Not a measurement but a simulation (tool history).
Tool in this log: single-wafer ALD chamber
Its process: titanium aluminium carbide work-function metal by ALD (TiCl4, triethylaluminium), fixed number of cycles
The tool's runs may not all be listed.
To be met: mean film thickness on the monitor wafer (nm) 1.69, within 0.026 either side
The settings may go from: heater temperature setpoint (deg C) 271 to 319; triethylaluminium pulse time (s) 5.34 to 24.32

run,hour,heater temperature setpoint (deg C),triethylaluminium pulse time (s),mean film thickness on the monitor wafer (nm)
1,0,295,14.83,1.8884
2,1.8,291,14.47,1.8586
3,6.6,299,14.47,1.912
4,15.2,306,14.47,1.9883
5,16.8,297,14.47,1.9101
6,21.3,292,13.78,1.8587
7,22.1,288,13.42,1.8272
8,29.3,285,13.14,1.8093
9,35.4,285,13.14,1.8033
10,40.1,282,12.82,1.7863
11,44.6,271,8.07,1.575
12,47.8,273,8.24,1.5957
13,54.3,275,8.39,1.6109
14,60.1,277,8.53,1.6435

Consider the 4 candidate settings below. Which is the only one whose results all fall within their allowed miss of target?
A,65.9,290,7.93,?
B,65.9,271,8.38,?
C,65.9,276,7.89,?
D,65.9,282,10.18,?

move,mean film thickness on the monitor wafer (nm)
A,1.6896
B,1.5897
C,1.5941
D,1.7344
A: in spec on every target
B: further off than the last run
C: further off than the last run
D: carries the result that was furthest off beyond its target, to the other side
A meets every target.
